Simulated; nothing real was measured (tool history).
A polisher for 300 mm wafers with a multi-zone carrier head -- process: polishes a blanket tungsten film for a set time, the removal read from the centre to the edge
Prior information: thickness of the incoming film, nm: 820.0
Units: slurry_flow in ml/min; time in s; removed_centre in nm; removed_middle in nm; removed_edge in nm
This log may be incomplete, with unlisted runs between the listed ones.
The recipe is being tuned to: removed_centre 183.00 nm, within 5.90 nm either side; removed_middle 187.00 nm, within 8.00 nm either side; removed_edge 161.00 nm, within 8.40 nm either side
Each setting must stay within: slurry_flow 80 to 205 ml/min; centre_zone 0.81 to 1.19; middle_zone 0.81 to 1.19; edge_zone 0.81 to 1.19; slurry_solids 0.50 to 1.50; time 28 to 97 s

run  hour  slurry_flow  centre_zone  middle_zone  edge_zone  slurry_solids  time  removed_centre  removed_middle  removed_edge
  1   0.0          135         1.00         1.00       1.00           1.00    62          254.36          272.49        270.17
  2   2.1          135         1.00         1.08       1.00           1.00    62          253.41          287.52        269.85
  3  10.7          135         1.00         1.08       0.96           1.00    62          257.79          282.86        263.16
  4  14.0          145         1.00         1.08       0.96           1.00    62          258.84          294.54        257.97
  5  14.7          145         1.00         1.11       0.96           1.00    62          260.32          295.86        268.50
  6  17.1          150         0.99         1.06       0.91           0.85    57          225.15          249.36        226.52
  7  21.9          165         1.01         1.06       0.88           0.75    53          207.65          225.89        202.72
  8  28.2          170         1.03         1.07       0.86           0.70    51          199.34          211.32        179.05
  9  30.2          160         1.03         1.06       0.84           0.65    51          191.43          203.19        175.78
 10  31.8          155         1.04         1.06       0.83           0.65    51          190.22          203.85        177.32
     34.9  -- centre zone pressure recalibrated
 11  34.9          155         1.05         1.06       0.82           0.60    51          197.99          194.32        167.98

Exactly one of the 5 candidate moves below puts every result within its allowed miss. Which one?
  A  38.0          140         1.15         0.96       0.88           0.50    59               ?               ?             ?
  B  38.0          150         1.07         1.15       0.87           0.50    59               ?               ?             ?
  C  38.0          155         0.82         0.91       0.90           0.65    56               ?               ?             ?
  D  38.0          145         1.12         1.06       0.81           0.50    56               ?               ?             ?
  E  38.0          205         0.99         1.04       0.81           0.65    46               ?               ?             ?

move  removed_centre  removed_middle  removed_edge
   A          222.19          180.29        178.31
   B          210.39          213.45        178.83
   C          175.80          191.70        198.89
   D          207.29          187.55        163.80
   E          184.36          184.65        161.14
A: the biggest miss grows against the last run
B: the biggest miss grows against the last run
C: pushes the last run's worst result past its target
D: the biggest miss grows against the last run
E: every result within its allowed miss
So the answer is move E, the one that meets all the targets.
